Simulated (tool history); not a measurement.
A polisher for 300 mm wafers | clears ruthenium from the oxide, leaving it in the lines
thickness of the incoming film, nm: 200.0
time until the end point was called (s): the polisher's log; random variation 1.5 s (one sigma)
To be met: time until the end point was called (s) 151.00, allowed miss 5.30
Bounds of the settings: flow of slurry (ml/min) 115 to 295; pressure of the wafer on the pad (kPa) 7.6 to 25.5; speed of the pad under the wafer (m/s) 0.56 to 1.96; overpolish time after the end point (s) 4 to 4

run  hour  flow of slurry (ml/min)  pressure of the wafer on the pad (kPa)  speed of the pad under the wafer (m/s)  overpolish time after the end point (s)  time until the end point was called (s)
  1   0.0                      190                                    16.5                                    1.26                                        4                                   120.70
  2   5.7                      185                                    15.2                                    1.26                                        4                                   133.11
  3   6.7                      180                                    14.5                                    1.26                                        4                                   139.13
  4   8.9                      180                                    14.5                                    1.48                                        4                                   121.39
  5  14.6                      150                                    14.5                                    1.48                                        4                                   120.81
  6  18.1                      150                                    13.1                                    1.48                                        4                                   134.44
  7  20.2                      150                                    12.4                                    1.48                                        4                                   141.24
  8  21.8                      145                                    11.0                                    1.48                                        4                                   161.01

Which of these 4 next moves meets every target?
  A  23.4                      195                                    11.0                                    1.42                                        4                                        ?
  B  23.4                      115                                    12.4                                    1.44                                        4                                        ?
  C  23.4                      155                                    10.3                                    1.54                                        4                                        ?
  D  23.4                      145                                    14.5                                    1.10                                        4                                        ?

move  time until the end point was called (s)
   A                                   158.73
   B                                   151.48
   C                                   160.89
   D                                   163.13
A: nearer than the last run, and not there yet
B: meets every target
C: as far off as the last run
D: further off than the last run
Move B is the one to make.
